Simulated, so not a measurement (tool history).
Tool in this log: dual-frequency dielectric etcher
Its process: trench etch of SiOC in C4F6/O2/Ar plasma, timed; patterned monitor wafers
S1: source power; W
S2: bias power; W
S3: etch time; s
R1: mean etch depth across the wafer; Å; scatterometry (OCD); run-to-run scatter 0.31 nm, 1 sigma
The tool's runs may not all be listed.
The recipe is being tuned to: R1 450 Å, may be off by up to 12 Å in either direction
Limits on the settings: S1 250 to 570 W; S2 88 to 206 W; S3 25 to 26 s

run  hour   S1   S2  S3      R1
  1     0  410  147  25  540.31
  2   4.9  410  147  26  557.37
  3    12  410  131  26  528.78
  4  15.2  370  126  26  497.69
  5    24  350  124  26  482.25
  6  29.8  350  124  26  482.78
  7  37.4  330  123  26   475.6
  8  40.7  320  122  26   464.2

Which one of the following 4 next-run settings gets every result inside its allowed miss? There is exactly one.
  A    44  280  134    26   ?
  B    44  410  107  25.5   ?
  C    44  340  138    25   ?
  D    44  290  156    26   ?

move      R1
   A  455.07
   B   483.4
   C  480.86
   D  489.73
A: meets every target
B: its largest miss is bigger than the last run's
C: its largest miss is bigger than the last run's
D: its largest miss is bigger than the last run's
The right move is A.
